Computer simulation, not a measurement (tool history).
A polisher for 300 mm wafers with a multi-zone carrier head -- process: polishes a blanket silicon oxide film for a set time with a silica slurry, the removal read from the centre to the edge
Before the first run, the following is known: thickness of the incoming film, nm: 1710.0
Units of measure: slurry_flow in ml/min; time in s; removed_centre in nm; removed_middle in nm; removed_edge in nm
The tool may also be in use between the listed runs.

run 1 hour=0 | slurry_flow=310 centre_zone=1 middle_zone=1 edge_zone=1 slurry_solids=1 time=73 | removed_centre=180.29 removed_middle=183.44 removed_edge=182
run 2 hour=8.1 | slurry_flow=305 centre_zone=1 middle_zone=0.95 edge_zone=0.98 slurry_solids=0.9 time=73 | removed_centre=174.13 removed_middle=169.33 removed_edge=181.36
run 3 hour=9.7 | slurry_flow=305 centre_zone=1 middle_zone=0.95 edge_zone=0.98 slurry_solids=1 time=73 | removed_centre=178.4 removed_middle=171.24 removed_edge=185.89
run 4 hour=12.7 | slurry_flow=320 centre_zone=1.02 middle_zone=0.93 edge_zone=0.96 slurry_solids=0.85 time=71 | removed_centre=169.42 removed_middle=159.23 removed_edge=165.34
run 5 hour=18.4 | slurry_flow=320 centre_zone=1.02 middle_zone=0.93 edge_zone=0.96 slurry_solids=0.85 time=63 | removed_centre=150.27 removed_middle=139.94 removed_edge=149.61
run 6 hour=22.8 | slurry_flow=315 centre_zone=1.02 middle_zone=0.91 edge_zone=0.94 slurry_solids=0.85 time=63 | removed_centre=149.93 removed_middle=136.59 removed_edge=150.86

For run 7, what comes out?
run 7 hour=27.3 | slurry_flow=315 centre_zone=1.03 middle_zone=0.9 edge_zone=0.93 slurry_solids=0.8 time=63 | removed_centre=? removed_middle=? removed_edge=?

Run 7 gave removed_centre 150.19 nm, removed_middle 133.84 nm, removed_edge 144.81 nm.
